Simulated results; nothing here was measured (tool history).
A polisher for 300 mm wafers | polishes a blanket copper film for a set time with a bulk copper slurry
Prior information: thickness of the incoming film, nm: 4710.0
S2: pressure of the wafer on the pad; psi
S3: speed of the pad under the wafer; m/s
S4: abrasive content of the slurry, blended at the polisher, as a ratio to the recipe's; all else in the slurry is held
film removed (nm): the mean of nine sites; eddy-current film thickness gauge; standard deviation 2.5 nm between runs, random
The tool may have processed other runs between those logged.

run 1 hour=0.0 | flow_of_slurry_(ml/min)=265 S2=3.0 S3=1.32 S4=1.0 polishing_time_(s)=28 | film_removed_(nm)=359.71
run 2 hour=3.1 | flow_of_slurry_(ml/min)=265 S2=3.0 S3=1.32 S4=1.0 polishing_time_(s)=28 | film_removed_(nm)=356.59
run 3 hour=12.0 | flow_of_slurry_(ml/min)=240 S2=3.0 S3=1.32 S4=1.0 polishing_time_(s)=28 | film_removed_(nm)=352.44
run 4 hour=18.5 | flow_of_slurry_(ml/min)=240 S2=3.0 S3=1.32 S4=1.0 polishing_time_(s)=28 | film_removed_(nm)=352.06
run 5 hour=21.1 | flow_of_slurry_(ml/min)=240 S2=3.0 S3=1.32 S4=1.2 polishing_time_(s)=28 | film_removed_(nm)=371.84
run 6 hour=23.1 | flow_of_slurry_(ml/min)=305 S2=3.0 S3=1.32 S4=1.2 polishing_time_(s)=28 | film_removed_(nm)=382.35
run 7 hour=26.9 | flow_of_slurry_(ml/min)=305 S2=3.0 S3=1.32 S4=1.2 polishing_time_(s)=28 | film_removed_(nm)=385.17
run 8 hour=32.4 | flow_of_slurry_(ml/min)=295 S2=2.8 S3=1.32 S4=1.2 polishing_time_(s)=28 | film_removed_(nm)=356.19
run 9 hour=34.5 | flow_of_slurry_(ml/min)=290 S2=2.7 S3=1.32 S4=1.2 polishing_time_(s)=28 | film_removed_(nm)=344.10

Predict the results of run 10:
run 10 hour=35.6 | flow_of_slurry_(ml/min)=285 S2=2.6 S3=1.32 S4=1.2 polishing_time_(s)=28 | film_removed_(nm)=?

Run 10 yielded film removed (nm) 331.96.
